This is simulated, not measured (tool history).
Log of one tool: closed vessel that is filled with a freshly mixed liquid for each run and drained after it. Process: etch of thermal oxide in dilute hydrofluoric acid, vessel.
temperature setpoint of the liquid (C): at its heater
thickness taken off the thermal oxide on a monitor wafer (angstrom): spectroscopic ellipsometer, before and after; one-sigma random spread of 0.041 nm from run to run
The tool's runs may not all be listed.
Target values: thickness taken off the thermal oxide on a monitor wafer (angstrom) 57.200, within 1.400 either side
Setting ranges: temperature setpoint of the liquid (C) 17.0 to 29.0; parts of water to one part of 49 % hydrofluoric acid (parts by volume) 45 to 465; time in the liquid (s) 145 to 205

run,hour,temperature setpoint of the liquid (C),parts of water to one part of 49 % hydrofluoric acid (parts by volume),time in the liquid (s),thickness taken off the thermal oxide on a monitor wafer (angstrom)
1,0.0,21.0,255,205,33.108
2,3.8,22.5,245,205,36.131
3,11.5,23.5,235,205,39.940
4,16.7,20.0,235,205,35.289
5,24.2,21.5,225,205,39.080
# hour 28.5: hydrofluoric acid flow meter replaced
6,28.5,21.5,180,205,46.388
7,32.9,21.5,180,205,46.996
8,38.9,22.5,180,205,49.242

Next run, 5 choices. One meets every target within its allowed miss, the rest don't. Which?
A,44.9,21.5,140,205,?
B,44.9,20.5,160,205,?
C,44.9,24.0,205,205,?
D,44.9,23.0,160,205,?
E,44.9,24.0,225,205,?

move,thickness taken off the thermal oxide on a monitor wafer (angstrom)
A,62.475
B,51.445
C,43.753
D,56.693
E,39.030
A: carries the result that was furthest off beyond its target, to the other side
B: an improvement on the last run, though not all results are within tolerance
C: lands further from the targets than the last run did
D: each result inside its tolerance
E: lands further from the targets than the last run did
Go with D: it meets all targets.
